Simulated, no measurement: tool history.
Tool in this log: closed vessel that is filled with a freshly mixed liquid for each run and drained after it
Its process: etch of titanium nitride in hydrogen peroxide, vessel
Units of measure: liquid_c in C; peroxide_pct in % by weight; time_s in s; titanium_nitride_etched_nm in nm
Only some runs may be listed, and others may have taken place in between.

run,hour,liquid_c,peroxide_pct,time_s,titanium_nitride_etched_nm
1,0.0,54.0,26.0,590,21.697
2,6.8,54.5,26.0,590,22.450
3,8.2,55.0,26.0,590,23.238
4,15.8,55.5,26.0,590,24.761
5,18.1,49.5,26.0,590,15.819
6,22.8,50.5,26.0,590,17.065
7,26.4,51.5,26.0,590,18.705
8,28.4,52.0,26.0,590,19.027
9,30.1,58.5,26.5,590,29.731

Forecast run 10:
10,32.9,58.0,26.5,590,?

{"run 10": {"titanium_nitride_etched_nm": 28.588}}

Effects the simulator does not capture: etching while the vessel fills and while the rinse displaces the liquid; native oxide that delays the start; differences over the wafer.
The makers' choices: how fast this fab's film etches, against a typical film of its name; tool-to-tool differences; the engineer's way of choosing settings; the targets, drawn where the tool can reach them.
